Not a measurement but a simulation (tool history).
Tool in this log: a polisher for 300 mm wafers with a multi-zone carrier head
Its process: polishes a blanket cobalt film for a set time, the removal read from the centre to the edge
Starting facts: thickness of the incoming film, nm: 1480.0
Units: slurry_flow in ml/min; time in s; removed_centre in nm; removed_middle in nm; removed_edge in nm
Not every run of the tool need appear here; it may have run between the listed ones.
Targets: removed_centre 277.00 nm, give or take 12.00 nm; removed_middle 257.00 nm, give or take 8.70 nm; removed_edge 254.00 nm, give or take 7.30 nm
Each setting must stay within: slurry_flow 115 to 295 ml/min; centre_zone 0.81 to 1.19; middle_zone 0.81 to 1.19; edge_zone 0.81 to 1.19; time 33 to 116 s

run 1 day=0.000 | slurry_flow=190 centre_zone=1.00 middle_zone=1.00 edge_zone=1.00 time=74 | removed_centre=376.98 removed_middle=378.92 removed_edge=368.15
run 2 day=0.288 | slurry_flow=190 centre_zone=1.00 middle_zone=0.99 edge_zone=0.98 time=72 | removed_centre=368.12 removed_middle=361.29 removed_edge=356.63
run 3 day=0.567 | slurry_flow=190 centre_zone=0.93 middle_zone=0.99 edge_zone=0.98 time=72 | removed_centre=342.23 removed_middle=366.16 removed_edge=350.77
run 4 day=0.700 | slurry_flow=190 centre_zone=0.94 middle_zone=0.98 edge_zone=0.96 time=70 | removed_centre=337.81 removed_middle=352.17 removed_edge=339.74
run 5 day=1.071 | slurry_flow=190 centre_zone=0.94 middle_zone=0.93 edge_zone=0.96 time=70 | removed_centre=338.92 removed_middle=335.05 removed_edge=341.02
run 6 day=1.233 | slurry_flow=190 centre_zone=0.94 middle_zone=0.93 edge_zone=0.95 time=68 | removed_centre=327.71 removed_middle=332.99 removed_edge=335.10
run 7 day=1.321 | slurry_flow=190 centre_zone=0.95 middle_zone=0.93 edge_zone=0.94 time=66 | removed_centre=328.17 removed_middle=313.93 removed_edge=318.92
run 8 day=1.400 | slurry_flow=185 centre_zone=0.95 middle_zone=0.93 edge_zone=0.93 time=65 | removed_centre=307.57 removed_middle=311.89 removed_edge=307.71
run 9 day=1.762 | slurry_flow=180 centre_zone=0.96 middle_zone=0.92 edge_zone=0.92 time=65 | removed_centre=314.18 removed_middle=309.60 removed_edge=311.79
run 10 day=1.988 | slurry_flow=185 centre_zone=0.96 middle_zone=0.92 edge_zone=0.91 time=64 | removed_centre=314.52 removed_middle=307.10 removed_edge=303.10
run 11 day=2.142 | slurry_flow=180 centre_zone=0.96 middle_zone=0.91 edge_zone=0.90 time=63 | removed_centre=307.79 removed_middle=290.38 removed_edge=293.05
run 12 day=2.175 | slurry_flow=175 centre_zone=0.96 middle_zone=0.91 edge_zone=0.89 time=63 | removed_centre=307.43 removed_middle=296.76 removed_edge=294.85
run 13 day=2.354 | slurry_flow=175 centre_zone=0.96 middle_zone=0.91 edge_zone=0.88 time=62 | removed_centre=300.17 removed_middle=290.83 removed_edge=287.82
run 14 day=2.617 | slurry_flow=175 centre_zone=0.96 middle_zone=0.91 edge_zone=0.87 time=61 | removed_centre=300.32 removed_middle=283.17 removed_edge=281.32
run 15 day=2.742 | slurry_flow=170 centre_zone=0.96 middle_zone=0.91 edge_zone=0.86 time=61 | removed_centre=287.62 removed_middle=282.15 removed_edge=281.80
run 16 day=2.862 | slurry_flow=170 centre_zone=0.97 middle_zone=0.91 edge_zone=0.85 time=60 | removed_centre=294.19 removed_middle=278.86 removed_edge=272.37
run 17 day=2.967 | slurry_flow=165 centre_zone=0.97 middle_zone=0.91 edge_zone=0.85 time=60 | removed_centre=291.41 removed_middle=277.15 removed_edge=271.51
run 18 day=3.246 | slurry_flow=160 centre_zone=0.97 middle_zone=0.91 edge_zone=0.85 time=60 | removed_centre=282.93 removed_middle=272.56 removed_edge=276.50

Exercise: of the 5 proposed moves below, exactly one satisfies all targets within the stated allowed misses. Which move is it?
run A day=3.525 | slurry_flow=115 centre_zone=0.96 middle_zone=0.87 edge_zone=0.91 time=71 | removed_centre=? removed_middle=? removed_edge=?
run B day=3.525 | slurry_flow=165 centre_zone=0.86 middle_zone=1.04 edge_zone=0.81 time=58 | removed_centre=? removed_middle=? removed_edge=?
run C day=3.525 | slurry_flow=180 centre_zone=0.98 middle_zone=0.89 edge_zone=0.82 time=56 | removed_centre=? removed_middle=? removed_edge=?
run D day=3.525 | slurry_flow=115 centre_zone=0.93 middle_zone=0.90 edge_zone=0.91 time=66 | removed_centre=? removed_middle=? removed_edge=?
run E day=3.525 | slurry_flow=115 centre_zone=0.94 middle_zone=0.81 edge_zone=0.89 time=68 | removed_centre=? removed_middle=? removed_edge=?

move=A removed_centre=314.71 removed_middle=289.56 removed_edge=314.12
move=B removed_centre=251.10 removed_middle=296.49 removed_edge=256.40
move=C removed_centre=280.86 removed_middle=254.72 removed_edge=252.06
move=D removed_centre=283.39 removed_middle=276.87 removed_edge=291.88
move=E removed_centre=294.96 removed_middle=261.58 removed_edge=298.04
A: the biggest miss grows against the last run
B: the worst result of the last run now meets its target, but another is out of spec
C: all results in spec
D: the biggest miss grows against the last run
E: the biggest miss grows against the last run
Go with C: it meets all targets.

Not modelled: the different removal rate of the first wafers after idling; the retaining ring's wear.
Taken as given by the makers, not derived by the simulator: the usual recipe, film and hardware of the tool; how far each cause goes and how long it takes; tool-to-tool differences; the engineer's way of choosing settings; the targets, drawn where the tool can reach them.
